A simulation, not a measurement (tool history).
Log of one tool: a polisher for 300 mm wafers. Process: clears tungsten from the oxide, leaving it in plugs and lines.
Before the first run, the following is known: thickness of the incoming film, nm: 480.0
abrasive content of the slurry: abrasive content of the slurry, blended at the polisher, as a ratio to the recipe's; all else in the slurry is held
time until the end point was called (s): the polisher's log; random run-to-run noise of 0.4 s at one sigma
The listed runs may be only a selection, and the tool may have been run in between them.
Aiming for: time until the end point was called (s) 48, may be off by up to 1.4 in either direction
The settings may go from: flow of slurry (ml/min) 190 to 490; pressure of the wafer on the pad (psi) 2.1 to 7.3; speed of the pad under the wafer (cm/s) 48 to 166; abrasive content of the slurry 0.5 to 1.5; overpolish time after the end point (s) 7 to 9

run  hour  flow of slurry (ml/min)  pressure of the wafer on the pad (psi)  speed of the pad under the wafer (cm/s)  abrasive content of the slurry  overpolish time after the end point (s)  time until the end point was called (s)
  1     0                      315                                     4.7                                      106                               1                                        9                                    86.79
  2   0.7                      315                                     4.7                                       86                               1                                        9                                   105.33
  3   6.7                      315                                     5.3                                       92                               1                                        9                                   91.549
  4     9                      270                                     5.3                                       92                               1                                        9                                   92.095
  5  17.7                      270                                     4.3                                       92                               1                                        9                                   107.97
  6  21.5                      270                                       5                                      100                               1                                        9                                   87.807
  7  24.8                      270                                     5.5                                      106                               1                                        9                                   78.649
  8  27.6                      275                                     5.9                                      112                               1                                        9                                   70.217
  9  29.8                      275                                     7.2                                      130                               1                                        9                                   51.338
 10  36.3                      275                                     7.2                                      132                               1                                        9                                   50.804
 11  38.9                      275                                     7.2                                      132                               1                                        9                                   50.907

Which single option among these 5 for the next run brings every result within its allowed miss of target? Just one does.
  A  41.5                      295                                     6.9                                      126                            0.95                                        7                                        ?
  B  41.5                      315                                     7.3                                      142                            0.85                                        7                                        ?
  C  41.5                      355                                     5.5                                      148                            1.15                                        9                                        ?
  D  41.5                      325                                     6.8                                      142                             0.9                                        9                                        ?
  E  41.5                      260                                     6.6                                      142                             0.9                                        7                                        ?

move  time until the end point was called (s)
   A                                   55.901
   B                                   48.818
   C                                   54.485
   D                                   50.965
   E                                   53.085
A: lands further from the targets than the last run did
B: every result within its allowed miss
C: lands further from the targets than the last run did
D: as far off as the last run
E: lands further from the targets than the last run did
Go with B: it meets all targets.
